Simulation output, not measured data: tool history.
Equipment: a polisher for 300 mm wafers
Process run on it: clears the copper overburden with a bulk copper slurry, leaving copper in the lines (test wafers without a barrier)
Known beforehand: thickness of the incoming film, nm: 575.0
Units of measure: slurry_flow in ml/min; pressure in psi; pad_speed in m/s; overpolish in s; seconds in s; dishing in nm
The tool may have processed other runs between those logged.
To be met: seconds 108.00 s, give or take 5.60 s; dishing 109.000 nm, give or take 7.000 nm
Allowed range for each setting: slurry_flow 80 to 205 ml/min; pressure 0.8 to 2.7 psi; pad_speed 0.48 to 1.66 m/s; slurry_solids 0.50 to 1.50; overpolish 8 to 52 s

{"run": 1, "hour": 0.0, "slurry_flow": 135, "pressure": 1.7, "pad_speed": 1.06, "slurry_solids": 1.0, "overpolish": 26, "seconds": 110.57, "dishing": 77.457}
{"run": 2, "hour": 8.8, "slurry_flow": 135, "pressure": 1.7, "pad_speed": 0.96, "slurry_solids": 1.0, "overpolish": 26, "seconds": 121.66, "dishing": 73.06}
{"run": 3, "hour": 16.2, "slurry_flow": 135, "pressure": 1.7, "pad_speed": 0.96, "slurry_solids": 0.85, "overpolish": 26, "seconds": 128.8, "dishing": 72.079}
{"run": 4, "hour": 23.4, "slurry_flow": 135, "pressure": 1.8, "pad_speed": 0.96, "slurry_solids": 0.85, "overpolish": 28, "seconds": 124.19, "dishing": 79.693}
{"run": 5, "hour": 29.6, "slurry_flow": 110, "pressure": 1.8, "pad_speed": 0.96, "slurry_solids": 0.85, "overpolish": 28, "seconds": 128.66, "dishing": 75.181}
{"run": 6, "hour": 36.5, "slurry_flow": 120, "pressure": 1.9, "pad_speed": 0.96, "slurry_solids": 0.85, "overpolish": 30, "seconds": 120.96, "dishing": 83.063}
{"run": 7, "hour": 38.6, "slurry_flow": 120, "pressure": 1.9, "pad_speed": 0.96, "slurry_solids": 0.85, "overpolish": 30, "seconds": 120.56, "dishing": 82.982}
{"run": 8, "hour": 46.6, "slurry_flow": 125, "pressure": 1.9, "pad_speed": 0.96, "slurry_solids": 0.85, "overpolish": 32, "seconds": 117.91, "dishing": 86.483}

Exercise: of the 5 proposed moves below, exactly one satisfies all targets within the stated allowed misses. Which move is it?
{"run": "A", "hour": 54.6, "slurry_flow": 155, "pressure": 2.2, "pad_speed": 1.04, "slurry_solids": 0.75, "overpolish": 51, "seconds": "?", "dishing": "?"}
{"run": "B", "hour": 54.6, "slurry_flow": 125, "pressure": 2.3, "pad_speed": 0.78, "slurry_solids": 0.75, "overpolish": 47, "seconds": "?", "dishing": "?"}
{"run": "C", "hour": 54.6, "slurry_flow": 115, "pressure": 1.9, "pad_speed": 0.88, "slurry_solids": 0.75, "overpolish": 48, "seconds": "?", "dishing": "?"}
{"run": "D", "hour": 54.6, "slurry_flow": 85, "pressure": 1.7, "pad_speed": 1.0, "slurry_solids": 0.95, "overpolish": 24, "seconds": "?", "dishing": "?"}
{"run": "E", "hour": 54.6, "slurry_flow": 120, "pressure": 2.0, "pad_speed": 1.08, "slurry_solids": 0.7, "overpolish": 42, "seconds": "?", "dishing": "?"}

move=A seconds=93.75 dishing=127.430
move=B seconds=124.13 dishing=109.230
move=C seconds=134.00 dishing=101.930
move=D seconds=132.38 dishing=65.477
move=E seconds=106.44 dishing=108.240
A: the result that was furthest off in the last run now lies on the other side of its target
B: corrects the largest miss of the last run, while another result sits out of spec
C: its largest miss is bigger than the last run's
D: its largest miss is bigger than the last run's
E: all results in spec
Go with E: it meets all targets.

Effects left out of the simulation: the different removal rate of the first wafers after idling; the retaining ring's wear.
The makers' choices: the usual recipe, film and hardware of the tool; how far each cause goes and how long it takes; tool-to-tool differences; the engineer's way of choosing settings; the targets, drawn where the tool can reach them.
